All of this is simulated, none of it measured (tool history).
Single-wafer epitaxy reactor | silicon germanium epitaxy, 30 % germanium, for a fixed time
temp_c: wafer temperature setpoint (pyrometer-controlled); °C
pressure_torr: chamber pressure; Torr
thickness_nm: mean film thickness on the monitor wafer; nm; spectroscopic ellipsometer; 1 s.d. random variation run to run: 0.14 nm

Run 1, hour 0: temp_c 595 °C, pressure_torr 23.3 Torr. Result: thickness_nm 50.793 nm.
Run 2, hour 1.3: temp_c 595 °C, pressure_torr 20.8 Torr. Result: thickness_nm 49.115 nm.
Run 3, hour 6.2: temp_c 595 °C, pressure_torr 18.2 Torr. Result: thickness_nm 47.269 nm.
Run 4, hour 12.5: temp_c 600 °C, pressure_torr 18.2 Torr. Result: thickness_nm 52.301 nm.
At hour 14.2: pyrometer calibrated.
Run 5, hour 14.2: temp_c 600 °C, pressure_torr 21.1 Torr. Result: thickness_nm 59.338 nm.
Run 6, hour 21.5: temp_c 600 °C, pressure_torr 23.4 Torr. Result: thickness_nm 61.26 nm.

Run 7 has not been measured yet. What should we expect?
Run 7, hour 23.4: temp_c 598 °C, pressure_torr 23.4 Torr. Result: thickness_nm ?.

thickness_nm: 58.682 nm
